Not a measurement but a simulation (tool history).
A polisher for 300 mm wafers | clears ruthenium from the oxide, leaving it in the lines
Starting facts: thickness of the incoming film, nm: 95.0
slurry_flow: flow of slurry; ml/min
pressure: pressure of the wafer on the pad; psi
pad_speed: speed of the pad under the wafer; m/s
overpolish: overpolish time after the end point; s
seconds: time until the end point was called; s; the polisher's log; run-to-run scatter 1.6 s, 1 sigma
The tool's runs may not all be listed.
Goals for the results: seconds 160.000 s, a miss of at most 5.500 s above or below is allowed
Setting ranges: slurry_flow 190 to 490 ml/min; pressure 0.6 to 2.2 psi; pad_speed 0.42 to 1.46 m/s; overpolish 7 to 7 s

{"run": 1, "hour": 0.0, "slurry_flow": 315, "pressure": 1.4, "pad_speed": 0.94, "overpolish": 7, "seconds": 119.91}
{"run": 2, "hour": 7.2, "slurry_flow": 385, "pressure": 1.4, "pad_speed": 0.94, "overpolish": 7, "seconds": 120.3}
{"run": 3, "hour": 8.1, "slurry_flow": 385, "pressure": 1.4, "pad_speed": 1.14, "overpolish": 7, "seconds": 99.344}
{"run": 4, "hour": 16.7, "slurry_flow": 385, "pressure": 1.4, "pad_speed": 1.14, "overpolish": 7, "seconds": 98.952}
{"run": 5, "hour": 20.8, "slurry_flow": 385, "pressure": 1.2, "pad_speed": 1.14, "overpolish": 7, "seconds": 109.99}
{"run": 6, "hour": 24.5, "slurry_flow": 425, "pressure": 1.2, "pad_speed": 1.14, "overpolish": 7, "seconds": 109.89}
{"run": 7, "hour": 27.1, "slurry_flow": 425, "pressure": 1.0, "pad_speed": 1.12, "overpolish": 7, "seconds": 127.59}
{"run": 8, "hour": 32.2, "slurry_flow": 425, "pressure": 0.9, "pad_speed": 1.12, "overpolish": 7, "seconds": 138.75}
{"run": 9, "hour": 39.2, "slurry_flow": 425, "pressure": 0.8, "pad_speed": 1.12, "overpolish": 7, "seconds": 149.47}

Which one of the following 4 next-run settings gets every result inside its allowed miss? There is exactly one.
{"run": "A", "hour": 46.2, "slurry_flow": 415, "pressure": 0.7, "pad_speed": 1.02, "overpolish": 7, "seconds": "?"}
{"run": "B", "hour": 46.2, "slurry_flow": 375, "pressure": 0.9, "pad_speed": 1.04, "overpolish": 7, "seconds": "?"}
{"run": "C", "hour": 46.2, "slurry_flow": 420, "pressure": 0.8, "pad_speed": 1.04, "overpolish": 7, "seconds": "?"}
{"run": "D", "hour": 46.2, "slurry_flow": 415, "pressure": 0.6, "pad_speed": 1.18, "overpolish": 7, "seconds": "?"}

move=A seconds=180.230
move=B seconds=150.300
move=C seconds=161.850
move=D seconds=172.230
A: takes the result that was furthest off past its target
B: moves toward the targets from the last run without getting all of them in spec
C: each result inside its tolerance
D: takes the result that was furthest off past its target
C meets every target.
